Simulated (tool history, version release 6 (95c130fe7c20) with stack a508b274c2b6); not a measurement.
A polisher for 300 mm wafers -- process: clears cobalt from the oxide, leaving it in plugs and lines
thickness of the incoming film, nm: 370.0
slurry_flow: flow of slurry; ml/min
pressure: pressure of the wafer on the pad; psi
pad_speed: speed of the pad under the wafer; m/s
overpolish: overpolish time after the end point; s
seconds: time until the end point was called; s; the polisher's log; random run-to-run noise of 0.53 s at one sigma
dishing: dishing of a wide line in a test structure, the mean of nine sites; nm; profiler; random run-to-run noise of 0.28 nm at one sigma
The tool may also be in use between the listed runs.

| run | hour | slurry_flow | pressure | pad_speed | overpolish | seconds | dishing |
|---|---|---|---|---|---|---|---|
| 1 | 0.0 | 245 | 2.1 | 1.12 | 11 | 80.064 | 19.198 |
| 2 | 4.6 | 245 | 2.1 | 1.12 | 15 | 79.722 | 19.814 |
| 3 | 10.2 | 220 | 2.1 | 1.12 | 15 | 80.943 | 19.863 |
| 4 | 18.4 | 200 | 2.1 | 1.12 | 15 | 81.327 | 19.836 |
| 5 | 25.7 | 200 | 2.1 | 1.12 | 20 | 81.522 | 19.779 |
| 6 | 28.8 | 200 | 2.6 | 1.12 | 20 | 66.284 | 20.444 |
| 7 | 33.7 | 200 | 2.7 | 1.12 | 19 | 63.718 | 20.326 |
| 8 | 38.3 | 200 | 2.8 | 1.12 | 19 | 60.495 | 19.689 |
| 9 | 46.4 | 205 | 2.8 | 1.12 | 20 | 61.573 | 20.373 |

What will run 10 give?
| 10 | 47.9 | 205 | 2.9 | 1.12 | 20 | ? | ? |

Logged for run 10: seconds 59.063 s, dishing 20.690 nm.

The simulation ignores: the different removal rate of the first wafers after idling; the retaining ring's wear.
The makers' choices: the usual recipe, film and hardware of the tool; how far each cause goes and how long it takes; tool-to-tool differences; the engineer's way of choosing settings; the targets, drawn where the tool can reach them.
